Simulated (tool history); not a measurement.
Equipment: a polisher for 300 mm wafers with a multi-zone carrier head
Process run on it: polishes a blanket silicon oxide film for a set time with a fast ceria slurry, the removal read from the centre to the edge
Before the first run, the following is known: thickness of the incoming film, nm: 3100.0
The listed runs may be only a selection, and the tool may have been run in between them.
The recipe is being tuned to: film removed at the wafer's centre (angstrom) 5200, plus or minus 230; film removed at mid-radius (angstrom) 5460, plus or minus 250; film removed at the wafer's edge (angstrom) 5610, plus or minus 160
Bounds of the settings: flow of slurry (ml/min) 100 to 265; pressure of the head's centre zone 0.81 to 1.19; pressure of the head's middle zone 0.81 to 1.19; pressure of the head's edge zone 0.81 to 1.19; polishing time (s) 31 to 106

run	hour	flow of slurry (ml/min)	pressure of the head's centre zone	pressure of the head's middle zone	pressure of the head's edge zone	polishing time (s)	film removed at the wafer's centre (angstrom)	film removed at mid-radius (angstrom)	film removed at the wafer's edge (angstrom)
1	0	170	1	1	1	68	9046	8903.6	8920.9
2	1.7	170	1	1	1	60	7931.2	7817.9	7905.6
3	5.9	170	1	0.94	1	60	7898.5	7547.5	7851.8
4	11	160	0.98	0.93	0.97	56	7217.3	6804.6	7217.2
5	13.5	160	0.98	0.93	0.9	56	7368.8	6956.6	6985.6
6	18.5	160	1.04	0.93	0.9	56	7638.6	6761.1	7008.4
7	19.6	150	1	0.92	0.9	53	7092.5	6283.9	6524.7
8	23.9	150	0.96	0.92	0.91	51	6290.2	6203	6359.6
9	32.3	140	0.95	0.91	0.9	50	6172.1	5972.1	6102.5
# hour 37.1: edge zone pressure recalibrated
10	37.1	135	0.93	0.9	0.9	50	6015.6	5824.1	6139.5
11	41.4	120	0.85	0.93	0.83	45	4962.2	5210.9	5317.2

Which single option among these 4 for the next run brings every result within its allowed miss of target? Just one does.
A	45.7	110	0.92	0.9	0.81	42	?	?	?
B	45.7	100	0.81	0.87	0.86	52	?	?	?
C	45.7	100	0.9	0.95	0.84	49	?	?	?
D	45.7	140	0.89	0.94	0.86	41	?	?	?

move	film removed at the wafer's centre (angstrom)	film removed at mid-radius (angstrom)	film removed at the wafer's edge (angstrom)
A	4695.4	4646.6	4885.7
B	5139.6	5420.5	6025.8
C	5202.3	5493.5	5633.4
D	4831.4	5022.4	5077.6
A: the biggest miss grows against the last run
B: the result that was furthest off in the last run now lies on the other side of its target
C: all results land within tolerance of their targets
D: the biggest miss grows against the last run
Answer: C
